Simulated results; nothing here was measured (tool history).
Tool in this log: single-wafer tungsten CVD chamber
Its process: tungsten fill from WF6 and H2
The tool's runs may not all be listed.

run  hour  heater temperature setpoint (K)  chamber pressure (Pa)  deposition time (s)  mean film thickness on the monitor wafer (angstrom)
  1     0                           658.15                   5706                 24.8                                                695.8
  2   2.7                           654.15                   5706                 24.8                                                645.2
  3   7.9                           654.15                   5706                 23.6                                               616.74
  4  14.1                           659.15                   5706                 23.6                                               675.53
  5  17.5                           663.15                   5706                 23.6                                               727.12
     19.7  -- thermocouple changed; heater temperature recalibrated
  6  19.7                           665.15                   5720                 23.6                                               696.01

Run 7, settings as shown, results not yet in. Your forecast:
  7  27.5                           668.15                   5919                 23.7                                                    ?

{"run 7": {"mean film thickness on the monitor wafer (angstrom)": 752.22}}
